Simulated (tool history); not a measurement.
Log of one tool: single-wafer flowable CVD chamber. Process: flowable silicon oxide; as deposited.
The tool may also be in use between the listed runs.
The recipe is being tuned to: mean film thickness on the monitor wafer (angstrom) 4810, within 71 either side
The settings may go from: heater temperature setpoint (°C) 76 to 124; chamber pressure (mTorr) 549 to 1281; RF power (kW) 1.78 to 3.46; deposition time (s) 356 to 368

| run | hour | heater temperature setpoint (°C) | chamber pressure (mTorr) | RF power (kW) | deposition time (s) | mean film thickness on the monitor wafer (angstrom) |
|---|---|---|---|---|---|---|
| 1 | 0 | 100 | 915 | 2.62 | 356 | 2175.4 |
| 2 | 5.4 | 92 | 916 | 2.62 | 356 | 2834.7 |
| 3 | 9.2 | 92 | 916 | 2.62 | 356 | 2824.2 |
| 4 | 16.3 | 92 | 1069 | 2.62 | 356 | 3269.1 |
| 5 | 20.8 | 88 | 1070 | 2.62 | 356 | 3762.3 |
| 6 | 23 | 85 | 1070 | 2.62 | 356 | 4129.1 |
|  | 24.6 | thermocouple changed; heater temperature recalibrated |
| 7 | 24.6 | 79 | 1071 | 2.62 | 356 | 5739 |
| 8 | 28.5 | 80 | 1071 | 2.62 | 356 | 5586.3 |
| 9 | 29.5 | 81 | 1071 | 2.62 | 356 | 5435.2 |
| 10 | 34.7 | 82 | 1071 | 2.62 | 356 | 5259.8 |
| 11 | 39.7 | 83 | 1071 | 2.62 | 356 | 5129.3 |
| 12 | 40.4 | 84 | 1071 | 2.62 | 356 | 4964.3 |

Exactly one of the 5 candidate moves below puts every result within its allowed miss. Which one?
| A | 41.1 | 80 | 936 | 2.4 | 368 | ? |
| B | 41.1 | 84 | 1108 | 2.585 | 357 | ? |
| C | 41.1 | 80 | 928 | 2.85 | 364 | ? |
| D | 41.1 | 88 | 1124 | 2.605 | 368 | ? |
| E | 41.1 | 82 | 1025 | 2.64 | 360 | ? |

| move | mean film thickness on the monitor wafer (angstrom) |
|---|---|
| A | 4986.8 |
| B | 5134.1 |
| C | 5018.4 |
| D | 4782.1 |
| E | 5110 |
A: its largest miss is bigger than the last run's
B: its largest miss is bigger than the last run's
C: its largest miss is bigger than the last run's
D: hits every target within its allowed miss
E: its largest miss is bigger than the last run's
The move that meets every target is D.
